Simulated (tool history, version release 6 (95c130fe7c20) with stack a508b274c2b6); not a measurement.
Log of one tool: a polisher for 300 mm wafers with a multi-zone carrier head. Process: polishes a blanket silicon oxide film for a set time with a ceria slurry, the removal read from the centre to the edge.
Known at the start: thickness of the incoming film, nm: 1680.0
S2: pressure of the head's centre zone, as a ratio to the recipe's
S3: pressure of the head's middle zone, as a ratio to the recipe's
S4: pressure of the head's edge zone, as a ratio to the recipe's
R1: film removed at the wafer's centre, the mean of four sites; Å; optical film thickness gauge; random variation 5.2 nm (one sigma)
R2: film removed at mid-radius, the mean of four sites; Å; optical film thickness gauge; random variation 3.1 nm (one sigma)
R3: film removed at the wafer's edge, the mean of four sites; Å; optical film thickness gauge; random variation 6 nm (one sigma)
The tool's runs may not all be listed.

Run 1, hour 0: flow of slurry (ml/min) 275, S2 1, S3 1, S4 1, polishing time (s) 75. Result: R1 3329.4 Å, R2 2940.5 Å, R3 2869.5 Å.
Run 2, hour 2.2: flow of slurry (ml/min) 275, S2 1.02, S3 1, S4 1.04, polishing time (s) 81. Result: R1 3607.4 Å, R2 3183.4 Å, R3 3189.2 Å.
Run 3, hour 3: flow of slurry (ml/min) 280, S2 1.05, S3 1.01, S4 1.07, polishing time (s) 85. Result: R1 3997.3 Å, R2 3399.4 Å, R3 3373 Å.
Run 4, hour 5.8: flow of slurry (ml/min) 280, S2 1.05, S3 1.01, S4 1.1, polishing time (s) 89. Result: R1 4116.8 Å, R2 3555.3 Å, R3 3515.7 Å.
Run 5, hour 11.7: flow of slurry (ml/min) 280, S2 1.05, S3 1, S4 1.11, polishing time (s) 93. Result: R1 4277.7 Å, R2 3673.4 Å, R3 3763.3 Å.
At hour 16.9: centre zone pressure recalibrated.
Run 6, hour 16.9: flow of slurry (ml/min) 285, S2 1.06, S3 1, S4 1.12, polishing time (s) 95. Result: R1 3985.3 Å, R2 3677.9 Å, R3 3811.3 Å.
Run 7, hour 20.3: flow of slurry (ml/min) 270, S2 1.09, S3 1, S4 1.12, polishing time (s) 98. Result: R1 4281.8 Å, R2 3810.3 Å, R3 3932.6 Å.

The next listed run, before its measurement:
Run 8, hour 27.5: flow of slurry (ml/min) 295, S2 1.12, S3 1, S4 1.13, polishing time (s) 99. Result: R1 ?, R2 ?, R3 ?.

Run 8 gave R1 4517.7 Å, R2 3906.2 Å, R3 4032.4 Å.
